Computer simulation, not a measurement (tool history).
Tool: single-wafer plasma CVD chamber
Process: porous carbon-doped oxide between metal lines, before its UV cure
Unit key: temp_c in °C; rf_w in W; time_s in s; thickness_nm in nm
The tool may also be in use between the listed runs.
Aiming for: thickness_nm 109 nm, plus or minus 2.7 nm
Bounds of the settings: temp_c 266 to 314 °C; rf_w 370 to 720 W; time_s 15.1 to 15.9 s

run	hour	temp_c	rf_w	time_s	thickness_nm
1	0	290	545	15.9	96.575
2	3.9	296	545	15.9	93.402
3	5.1	296	580	15.9	96.987
4	12.9	294	585	15.9	99.216
5	13.9	293	585	15.9	99.29
6	18	292	590	15.9	100.89
7	22.9	291	590	15.9	100.96
8	29.8	290	595	15.9	102.58

Which of these 4 next moves meets every target?
A	36.7	297	640	15.9	?
B	36.7	285	540	15.9	?
C	36.7	280	610	15.6	?
D	36.7	292	590	15.9	?

move	thickness_nm
A	103.02
B	99.116
C	109.05
D	100.61
A: closes in on the targets versus the last run, not all within tolerance yet
B: moves away from the targets compared with the last run
C: every result within its allowed miss
D: moves away from the targets compared with the last run
The move that meets every target is C.
